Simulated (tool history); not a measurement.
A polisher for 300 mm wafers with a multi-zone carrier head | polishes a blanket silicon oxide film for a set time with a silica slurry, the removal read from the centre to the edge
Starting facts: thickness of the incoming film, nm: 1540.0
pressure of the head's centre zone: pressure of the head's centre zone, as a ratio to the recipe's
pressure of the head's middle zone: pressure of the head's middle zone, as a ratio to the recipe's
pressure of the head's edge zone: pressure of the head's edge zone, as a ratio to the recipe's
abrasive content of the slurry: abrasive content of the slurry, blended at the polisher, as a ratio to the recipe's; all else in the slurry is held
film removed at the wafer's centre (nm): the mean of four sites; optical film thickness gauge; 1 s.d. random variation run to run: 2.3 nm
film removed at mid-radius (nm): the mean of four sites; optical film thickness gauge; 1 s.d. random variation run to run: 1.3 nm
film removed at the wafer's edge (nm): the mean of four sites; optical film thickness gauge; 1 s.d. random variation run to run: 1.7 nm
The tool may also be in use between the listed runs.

| run | hour | flow of slurry (ml/min) | pressure of the head's centre zone | pressure of the head's middle zone | pressure of the head's edge zone | abrasive content of the slurry | polishing time (s) | film removed at the wafer's centre (nm) | film removed at mid-radius (nm) | film removed at the wafer's edge (nm) |
|---|---|---|---|---|---|---|---|---|---|---|
| 1 | 0 | 185 | 1 | 1 | 1 | 1 | 85 | 203.69 | 207.56 | 208.83 |
| 2 | 1.5 | 185 | 1 | 1 | 1.06 | 1 | 85 | 208.88 | 206.09 | 214.46 |
| 3 | 2.1 | 185 | 1 | 1 | 0.99 | 1 | 85 | 201.84 | 210 | 206.71 |
| 4 | 8.7 | 185 | 1 | 1 | 0.93 | 1 | 85 | 205.06 | 210.4 | 204.97 |
| 5 | 16.5 | 185 | 1 | 1 | 0.97 | 1 | 85 | 203.88 | 210.97 | 205.42 |
| 6 | 19.8 | 185 | 1 | 1 | 0.97 | 0.95 | 85 | 200.92 | 202.33 | 200.21 |
| 7 | 23.1 | 190 | 0.99 | 0.99 | 1 | 0.95 | 85 | 194.32 | 203.41 | 203.45 |

What will run 8 give?
| 8 | 27.5 | 195 | 0.99 | 0.98 | 1.03 | 0.95 | 85 | ? | ? | ? |

film removed at the wafer's centre (nm): 194.86
film removed at mid-radius (nm): 201.19
film removed at the wafer's edge (nm): 206.75
